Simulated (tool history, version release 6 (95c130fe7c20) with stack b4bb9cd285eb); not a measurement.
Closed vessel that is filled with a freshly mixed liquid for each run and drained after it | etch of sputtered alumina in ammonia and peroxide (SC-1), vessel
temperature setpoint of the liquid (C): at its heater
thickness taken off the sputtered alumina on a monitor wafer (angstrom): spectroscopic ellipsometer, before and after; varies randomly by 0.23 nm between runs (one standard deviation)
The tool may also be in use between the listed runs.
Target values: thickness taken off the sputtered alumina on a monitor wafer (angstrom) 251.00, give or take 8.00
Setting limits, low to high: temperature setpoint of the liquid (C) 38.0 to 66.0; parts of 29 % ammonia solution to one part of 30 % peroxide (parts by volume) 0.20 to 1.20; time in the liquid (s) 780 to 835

| run | hour | temperature setpoint of the liquid (C) | parts of 29 % ammonia solution to one part of 30 % peroxide (parts by volume) | time in the liquid (s) | thickness taken off the sputtered alumina on a monitor wafer (angstrom) |
|---|---|---|---|---|---|
| 1 | 0.0 | 50.0 | 0.80 | 780 | 504.59 |
| 2 | 9.4 | 48.0 | 0.75 | 780 | 434.79 |
| 3 | 14.5 | 46.5 | 0.75 | 780 | 402.76 |
| 4 | 19.7 | 46.5 | 0.45 | 780 | 389.16 |
| 5 | 26.6 | 45.0 | 0.45 | 780 | 356.07 |
| 6 | 32.6 | 51.5 | 0.45 | 780 | 510.58 |
| 7 | 35.0 | 49.5 | 0.45 | 780 | 447.61 |
| 8 | 42.7 | 47.5 | 0.45 | 780 | 404.60 |
| 9 | 45.5 | 46.0 | 0.45 | 780 | 369.57 |
| 10 | 52.4 | 45.0 | 0.45 | 780 | 355.26 |
| 11 | 60.3 | 44.0 | 0.45 | 780 | 338.48 |
| 12 | 68.4 | 43.0 | 0.45 | 780 | 313.31 |
| 13 | 70.2 | 42.5 | 0.45 | 780 | 302.42 |
| 14 | 79.5 | 42.0 | 0.45 | 780 | 298.31 |
| 15 | 83.6 | 41.5 | 0.45 | 780 | 286.76 |
| 16 | 91.6 | 41.0 | 0.45 | 780 | 279.33 |
| 17 | 93.6 | 41.0 | 0.45 | 780 | 277.88 |
| 18 | 102.2 | 40.5 | 0.45 | 780 | 276.61 |
| 19 | 110.8 | 40.0 | 0.45 | 780 | 264.58 |

Consider the 4 candidate settings below. Which is the only one whose results all fall within their allowed miss of target?
| A | 119.4 | 38.5 | 0.35 | 780 | ? |
| B | 119.4 | 40.0 | 0.30 | 780 | ? |
| C | 119.4 | 39.5 | 0.45 | 835 | ? |
| D | 119.4 | 41.5 | 0.20 | 835 | ? |

| move | thickness taken off the sputtered alumina on a monitor wafer (angstrom) |
|---|---|
| A | 239.03 |
| B | 257.46 |
| C | 278.19 |
| D | 289.51 |
A: the result that was furthest off in the last run now lies on the other side of its target
B: all results land within tolerance of their targets
C: the biggest miss grows against the last run
D: the biggest miss grows against the last run
Correct choice: B, which meets every target
